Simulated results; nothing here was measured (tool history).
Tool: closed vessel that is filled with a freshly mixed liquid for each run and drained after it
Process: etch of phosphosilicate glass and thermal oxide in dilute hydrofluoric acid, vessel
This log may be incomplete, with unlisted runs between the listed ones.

run	hour	temperature setpoint of the liquid (°C)	parts of water to one part of 49 % hydrofluoric acid (parts by volume)	time in the liquid (s)	thickness taken off the phosphosilicate glass on a monitor wafer (angstrom)	thickness taken off the thermal oxide on a monitor wafer (angstrom)
1	0	24	180	60	510.63	12.148
2	4.2	26.5	180	60	559.38	13.036
3	10.2	26.5	205	60	478.14	11.319
4	19.1	27.5	170	60	624.29	15.032
5	22.9	29.5	170	60	672.39	15.625
6	30.9	29.5	170	80	892.87	20.421
7	39	30	150	80	1062.3	25.635
# hour 43.4: hydrofluoric acid flow meter replaced
8	43.4	30	150	80	1166.5	26.826
9	46	30.5	145	80	1242.8	29.331
10	54.6	31	140	80	1322.2	30.524
11	62	32	110	80	1818	43.46

For run 12, what comes out?
12	71.2	31.5	110	80	?	?

thickness taken off the phosphosilicate glass on a monitor wafer (angstrom): 1789.9
thickness taken off the thermal oxide on a monitor wafer (angstrom): 42.335
